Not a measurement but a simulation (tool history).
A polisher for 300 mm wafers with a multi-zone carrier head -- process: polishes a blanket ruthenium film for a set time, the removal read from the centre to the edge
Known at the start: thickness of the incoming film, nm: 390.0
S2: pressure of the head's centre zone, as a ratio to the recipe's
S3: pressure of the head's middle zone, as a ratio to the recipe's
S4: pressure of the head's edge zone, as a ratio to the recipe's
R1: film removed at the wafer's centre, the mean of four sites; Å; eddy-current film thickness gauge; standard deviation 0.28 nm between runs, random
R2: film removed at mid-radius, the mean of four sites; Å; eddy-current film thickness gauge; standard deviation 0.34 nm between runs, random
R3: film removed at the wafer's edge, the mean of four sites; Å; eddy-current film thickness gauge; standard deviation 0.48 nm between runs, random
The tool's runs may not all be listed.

run 1 hour=0.0 | flow_of_slurry_(ml/min)=310 S2=1.00 S3=1.00 S4=1.00 polishing_time_(s)=61 | R1=777.71 R2=804.95 R3=766.88
run 2 hour=4.4 | flow_of_slurry_(ml/min)=305 S2=0.99 S3=0.97 S4=0.99 polishing_time_(s)=57 | R1=714.81 R2=730.56 R3=726.05
run 3 hour=6.3 | flow_of_slurry_(ml/min)=305 S2=1.08 S3=0.97 S4=0.99 polishing_time_(s)=57 | R1=779.58 R2=732.05 R3=722.60
run 4 hour=7.3 | flow_of_slurry_(ml/min)=305 S2=1.08 S3=1.04 S4=0.99 polishing_time_(s)=57 | R1=779.47 R2=771.50 R3=733.13
run 5 hour=14.2 | flow_of_slurry_(ml/min)=300 S2=1.07 S3=1.01 S4=0.99 polishing_time_(s)=53 | R1=717.26 R2=705.97 R3=664.14
run 6 hour=22.3 | flow_of_slurry_(ml/min)=300 S2=1.07 S3=1.01 S4=0.99 polishing_time_(s)=68 | R1=914.73 R2=891.56 R3=868.96
run 7 hour=30.0 | flow_of_slurry_(ml/min)=240 S2=0.97 S3=0.91 S4=1.00 polishing_time_(s)=51 | R1=612.73 R2=604.33 R3=638.27

What will run 8 give?
run 8 hour=34.4 | flow_of_slurry_(ml/min)=235 S2=0.97 S3=0.90 S4=0.99 polishing_time_(s)=49 | R1=? R2=? R3=?

{"run 8": {"R1": 583.86, "R2": 580.26, "R3": 617.69}}
